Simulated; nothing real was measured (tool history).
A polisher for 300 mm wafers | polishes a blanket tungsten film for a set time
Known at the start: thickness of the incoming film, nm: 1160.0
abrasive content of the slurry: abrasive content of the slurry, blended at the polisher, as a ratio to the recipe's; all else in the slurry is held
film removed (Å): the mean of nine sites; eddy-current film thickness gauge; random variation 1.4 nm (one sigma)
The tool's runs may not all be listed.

| run | day | flow of slurry (ml/min) | pressure of the wafer on the pad (psi) | speed of the pad under the wafer (m/s) | abrasive content of the slurry | polishing time (s) | film removed (Å) |
|---|---|---|---|---|---|---|---|
| 1 | 0.000 | 310 | 4.8 | 0.88 | 1.0 | 27 | 1671.9 |
| 2 | 0.304 | 310 | 4.7 | 0.88 | 1.0 | 27 | 1625.4 |
| 3 | 0.604 | 310 | 4.6 | 0.88 | 1.0 | 27 | 1615.5 |
| 4 | 0.800 | 310 | 4.5 | 0.88 | 1.0 | 27 | 1562.4 |
| 5 | 0.996 | 310 | 4.5 | 0.68 | 1.0 | 27 | 1229.8 |
| 6 | 1.071 | 310 | 4.6 | 0.68 | 1.0 | 27 | 1217.6 |
| 7 | 1.421 | 310 | 4.7 | 0.68 | 1.0 | 27 | 1255.3 |
| 8 | 1.579 | 310 | 4.8 | 0.68 | 1.0 | 27 | 1281.5 |

Forecast run 9:
| 9 | 1.629 | 310 | 4.8 | 0.68 | 1.0 | 27 | ? |

film removed (Å): 1293.9
